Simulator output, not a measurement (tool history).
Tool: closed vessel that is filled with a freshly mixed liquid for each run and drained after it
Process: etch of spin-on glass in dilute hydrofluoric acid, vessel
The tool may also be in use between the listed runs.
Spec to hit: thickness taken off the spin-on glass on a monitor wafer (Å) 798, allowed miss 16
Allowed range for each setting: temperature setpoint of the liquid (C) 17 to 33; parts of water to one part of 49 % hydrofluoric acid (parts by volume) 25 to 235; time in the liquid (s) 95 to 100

run  hour  temperature setpoint of the liquid (C)  parts of water to one part of 49 % hydrofluoric acid (parts by volume)  time in the liquid (s)  thickness taken off the spin-on glass on a monitor wafer (Å)
  1     0                                      25                                                                     130                      95                                                        321.05
  2   1.3                                    26.5                                                                     120                      95                                                        370.82
  3     4                                    27.5                                                                     110                      95                                                        424.43
  4   5.6                                    28.5                                                                     100                      95                                                        497.05
  5  12.8                                    28.5                                                                      55                      95                                                         963.1
     14.9  -- thermometer replaced
  6  14.9                                    28.5                                                                      55                     100                                                        929.65
  7  18.8                                    27.5                                                                      55                     100                                                        885.53
  8  22.1                                      27                                                                      55                     100                                                        871.38
  9  28.5                                    26.5                                                                      55                     100                                                        851.03
 10    30                                      26                                                                      55                     100                                                        833.62
 11  33.8                                    25.5                                                                      55                     100                                                         821.2

Of the 4 settings listed for the next run, only one would bring every result within its allowed miss of target. Which one?
  A  37.6                                    27.5                                                                      55                      95                                                             ?
  B  37.6                                      25                                                                      55                     100                                                             ?
  C  37.6                                      25                                                                      50                      95                                                             ?
  D  37.6                                      26                                                                      55                     100                                                             ?

move  thickness taken off the spin-on glass on a monitor wafer (Å)
   A                                                         839.5
   B                                                        799.08
   C                                                        840.71
   D                                                        832.11
A: misses by more than the last run did
B: hits every target within its allowed miss
C: misses by more than the last run did
D: misses by more than the last run did
Answer: B
